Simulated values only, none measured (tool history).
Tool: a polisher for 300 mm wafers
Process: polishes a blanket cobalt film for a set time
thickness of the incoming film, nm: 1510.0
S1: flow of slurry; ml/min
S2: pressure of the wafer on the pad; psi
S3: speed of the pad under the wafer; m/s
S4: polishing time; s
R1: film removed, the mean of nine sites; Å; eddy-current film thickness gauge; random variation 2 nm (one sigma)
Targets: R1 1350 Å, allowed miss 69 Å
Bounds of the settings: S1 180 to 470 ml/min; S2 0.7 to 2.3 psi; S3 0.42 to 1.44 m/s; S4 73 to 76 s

run	hour	S1	S2	S3	S4	R1
1	0	300	1.5	0.92	73	2455
2	6.8	300	1.3	0.9	73	2255.5
3	11.1	300	1.2	0.82	73	1921
4	19.9	270	1.2	0.82	73	1864
# hour 23.4: head pressure recalibrated
5	23.4	270	1.2	0.94	73	1931.6
6	24.3	270	1.4	0.94	73	2213.2
7	31.8	250	1.3	0.92	73	1960.1
8	39.8	235	1.2	0.9	73	1825.5
9	46.1	225	1.1	0.88	73	1643.4
10	49.2	215	1	0.88	73	1487.3
11	51.8	210	1	0.88	73	1524.7
12	58.2	205	1	0.88	73	1480.1
13	65.1	200	1	0.88	73	1489.4
14	66.1	195	1	0.88	73	1466.4
15	72.8	190	1	0.88	73	1487.5
16	75	190	0.8	0.86	73	1244.6
17	81	200	0.8	0.86	73	1208.5

Which of these 4 next moves meets every target?
A	87	180	0.7	0.92	73	?
B	87	185	0.7	0.96	73	?
C	87	235	0.8	0.96	73	?
D	87	190	0.8	0.78	73	?

move	R1
A	1107.1
B	1153.5
C	1334.8
D	1086.9
A: further off than the last run
B: further off than the last run
C: meets every target
D: further off than the last run
Answer: C
